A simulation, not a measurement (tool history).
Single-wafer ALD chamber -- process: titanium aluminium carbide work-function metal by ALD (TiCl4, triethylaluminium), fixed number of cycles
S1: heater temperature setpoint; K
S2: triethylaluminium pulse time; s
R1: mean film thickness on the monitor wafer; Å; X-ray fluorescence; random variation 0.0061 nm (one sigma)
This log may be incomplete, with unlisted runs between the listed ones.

Run 1, hour 0.0: S1 578.15 K, S2 13.97 s. Result: R1 21.327 Å.
Run 2, hour 3.6: S1 583.15 K, S2 14.52 s. Result: R1 21.975 Å.
Run 3, hour 11.7: S1 583.15 K, S2 16.98 s. Result: R1 22.005 Å.
Run 4, hour 17.6: S1 572.15 K, S2 16.98 s. Result: R1 20.829 Å.
Run 5, hour 23.9: S1 564.15 K, S2 16.98 s. Result: R1 20.052 Å.
Run 6, hour 25.5: S1 564.15 K, S2 15.33 s. Result: R1 20.023 Å.

Run 7 comes next. What will it give?
Run 7, hour 30.7: S1 574.15 K, S2 15.76 s. Result: R1 ?.

{"run 7": {"R1": 21.056}}
